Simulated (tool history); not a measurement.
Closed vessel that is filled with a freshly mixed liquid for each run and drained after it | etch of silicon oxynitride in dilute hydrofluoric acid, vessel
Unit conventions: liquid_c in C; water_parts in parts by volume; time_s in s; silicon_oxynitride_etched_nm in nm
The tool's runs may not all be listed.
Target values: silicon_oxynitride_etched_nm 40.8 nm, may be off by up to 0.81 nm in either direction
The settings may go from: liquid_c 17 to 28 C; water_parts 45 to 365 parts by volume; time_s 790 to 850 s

run	hour	liquid_c	water_parts	time_s	silicon_oxynitride_etched_nm
1	0	20	205	790	10.753
2	7.4	22	205	790	11.691
3	13.7	24	155	805	18.073
4	23.2	24	155	850	18.982
5	25.6	25	120	850	26.428
6	29.2	22	120	850	23.019
7	30.8	24	105	850	29.054
8	36.5	25	95	850	33.894
9	42.9	25	95	850	33.971
10	49.1	26	95	850	35.653

Exercise: of the 4 proposed moves below, exactly one satisfies all targets within the stated allowed misses. Which move is it?
A	55.3	26	80	850	?
B	55.3	28	95	850	?
C	55.3	26.5	85	850	?
D	55.3	24.5	95	790	?

move	silicon_oxynitride_etched_nm
A	42.567
B	38.785
C	40.826
D	30.635
A: pushes the last run's worst result past its target
B: an improvement on the last run, though not all results are within tolerance
C: meets every target
D: misses by more than the last run did
C is the move that brings every result within its allowed miss.

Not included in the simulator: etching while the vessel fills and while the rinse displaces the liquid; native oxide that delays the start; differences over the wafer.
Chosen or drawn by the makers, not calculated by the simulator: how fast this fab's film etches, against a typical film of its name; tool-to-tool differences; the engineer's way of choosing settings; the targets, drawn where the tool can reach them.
